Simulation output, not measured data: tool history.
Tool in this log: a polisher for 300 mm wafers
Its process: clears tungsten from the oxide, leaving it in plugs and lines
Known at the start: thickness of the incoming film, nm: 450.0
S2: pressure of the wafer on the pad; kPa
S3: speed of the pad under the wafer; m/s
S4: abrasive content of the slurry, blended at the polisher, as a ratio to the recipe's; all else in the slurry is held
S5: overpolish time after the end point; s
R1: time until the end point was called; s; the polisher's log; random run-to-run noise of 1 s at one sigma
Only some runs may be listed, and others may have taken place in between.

Run 1, day 0: flow of slurry (ml/min) 195, S2 31 kPa, S3 1.3 m/s, S4 1, S5 27 s. Result: R1 82.941 s.
Run 2, day 0.304: flow of slurry (ml/min) 195, S2 33.1 kPa, S3 1.32 m/s, S4 1, S5 27 s. Result: R1 78.984 s.
Run 3, day 0.492: flow of slurry (ml/min) 195, S2 35.2 kPa, S3 1.34 m/s, S4 1, S5 27 s. Result: R1 74.238 s.
Run 4, day 0.658: flow of slurry (ml/min) 235, S2 35.2 kPa, S3 1.34 m/s, S4 1, S5 27 s. Result: R1 72.184 s.
Run 5, day 1.012: flow of slurry (ml/min) 235, S2 35.2 kPa, S3 1.12 m/s, S4 1, S5 27 s. Result: R1 86.919 s.
Run 6, day 1.296: flow of slurry (ml/min) 235, S2 35.2 kPa, S3 1.12 m/s, S4 1, S5 27 s. Result: R1 81.997 s.
Run 7, day 1.383: flow of slurry (ml/min) 235, S2 37.2 kPa, S3 1.16 m/s, S4 1, S5 27 s. Result: R1 79.024 s.
Run 8, day 1.746: flow of slurry (ml/min) 235, S2 38.6 kPa, S3 1.2 m/s, S4 1, S5 27 s. Result: R1 72.881 s.

Run 9 has not been measured yet. What should we expect?
At day 1.829: slurry tank refilled with fresh slurry and peroxide.
Run 9, day 1.829: flow of slurry (ml/min) 235, S2 40 kPa, S3 1.22 m/s, S4 1, S5 27 s. Result: R1 ?.

{"run 9": {"R1": 57.29}}
